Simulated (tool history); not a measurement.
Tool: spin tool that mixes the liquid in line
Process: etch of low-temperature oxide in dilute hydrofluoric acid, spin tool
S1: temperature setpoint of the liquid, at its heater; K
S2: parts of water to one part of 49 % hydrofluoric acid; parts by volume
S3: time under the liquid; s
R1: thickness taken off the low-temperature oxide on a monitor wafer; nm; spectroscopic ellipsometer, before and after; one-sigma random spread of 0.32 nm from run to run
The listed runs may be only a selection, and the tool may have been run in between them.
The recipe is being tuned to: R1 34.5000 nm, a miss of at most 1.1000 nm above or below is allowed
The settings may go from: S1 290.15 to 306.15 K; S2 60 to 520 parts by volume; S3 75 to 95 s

run,hour,S1,S2,S3,R1
1,0.0,298.15,290,95,10.1150
2,7.7,295.65,290,95,9.2902
3,12.0,295.65,290,95,9.3990
4,16.8,297.65,290,95,10.1110
5,24.4,299.15,250,95,12.7380
6,26.3,295.65,250,95,11.3460
7,27.3,297.15,220,95,13.9100
8,33.5,298.65,195,95,17.0950
9,40.0,299.65,180,95,19.6420
10,43.1,300.65,170,95,21.4560

Of the 5 settings listed for the next run, only one would bring every result within its allowed miss of target. Which one?
A,46.2,303.15,200,75,?
B,46.2,301.15,110,95,?
C,46.2,304.65,140,95,?
D,46.2,303.15,135,95,?
E,46.2,306.15,135,95,?

move,R1
A,15.5510
B,37.3620
C,32.0640
D,31.7160
E,35.3160
A: further off than the last run
B: takes the biggest miss from the last run beyond its target
C: an improvement on the last run, though not all results are within tolerance
D: an improvement on the last run, though not all results are within tolerance
E: every result lands within tolerance
Move E is the one to make.
